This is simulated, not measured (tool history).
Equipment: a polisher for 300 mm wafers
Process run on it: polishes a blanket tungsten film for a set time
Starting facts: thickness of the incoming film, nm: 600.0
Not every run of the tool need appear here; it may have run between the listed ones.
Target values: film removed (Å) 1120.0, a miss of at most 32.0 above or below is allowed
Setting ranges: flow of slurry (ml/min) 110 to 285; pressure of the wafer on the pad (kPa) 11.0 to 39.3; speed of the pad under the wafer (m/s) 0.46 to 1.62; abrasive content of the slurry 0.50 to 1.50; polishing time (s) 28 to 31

run	day	flow of slurry (ml/min)	pressure of the wafer on the pad (kPa)	speed of the pad under the wafer (m/s)	abrasive content of the slurry	polishing time (s)	film removed (Å)
1	0.000	180	24.8	1.04	1.00	31	1436.0
2	0.079	180	24.1	1.04	1.00	31	1394.2
3	0.454	180	26.2	1.04	1.00	31	1510.5
4	0.717	180	25.5	1.04	1.00	31	1486.2
5	0.858	180	24.8	1.04	1.00	31	1427.5
6	1.088	180	24.1	1.04	1.00	31	1399.9
7	1.404	180	23.4	1.04	1.00	31	1344.1
8	1.738	180	23.4	1.04	1.00	31	1374.0
9	1.838	180	22.8	1.04	1.00	31	1318.1
10	2.038	180	22.1	1.04	1.00	31	1268.3
11	2.267	170	20.7	1.04	1.00	31	1212.9

Next run, 4 choices. One meets every target within its allowed miss, the rest don't. Which?
A	2.496	145	23.4	0.88	0.90	31	?
B	2.496	200	20.7	1.24	1.10	28	?
C	2.496	155	22.1	1.10	0.85	31	?
D	2.496	215	16.5	1.36	0.75	31	?

move	film removed (Å)
A	1116.3
B	1344.5
C	1308.0
D	1248.8
A: meets every target
B: moves away from the targets compared with the last run
C: moves away from the targets compared with the last run
D: moves away from the targets compared with the last run
A meets every target.
